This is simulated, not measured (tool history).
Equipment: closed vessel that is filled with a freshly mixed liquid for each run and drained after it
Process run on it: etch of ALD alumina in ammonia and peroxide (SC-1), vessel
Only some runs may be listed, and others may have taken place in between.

run	hour	temperature setpoint of the liquid (C)	parts of 29 % ammonia solution to one part of 30 % peroxide (parts by volume)	time in the liquid (s)	thickness taken off the ALD alumina on a monitor wafer (nm)
1	0	50	0.7	675	33.222
2	9.1	50	0.95	675	33.992
3	11.3	50	0.7	675	33.121
4	20.4	50	0.5	675	31.976
5	26.2	52.5	0.5	675	36.428
6	33.8	52.5	0.65	675	37.645
7	37.9	54.5	0.65	675	42.232

What will run 8 give?
8	43.9	56	0.65	675	?

thickness taken off the ALD alumina on a monitor wafer (nm): 45.322

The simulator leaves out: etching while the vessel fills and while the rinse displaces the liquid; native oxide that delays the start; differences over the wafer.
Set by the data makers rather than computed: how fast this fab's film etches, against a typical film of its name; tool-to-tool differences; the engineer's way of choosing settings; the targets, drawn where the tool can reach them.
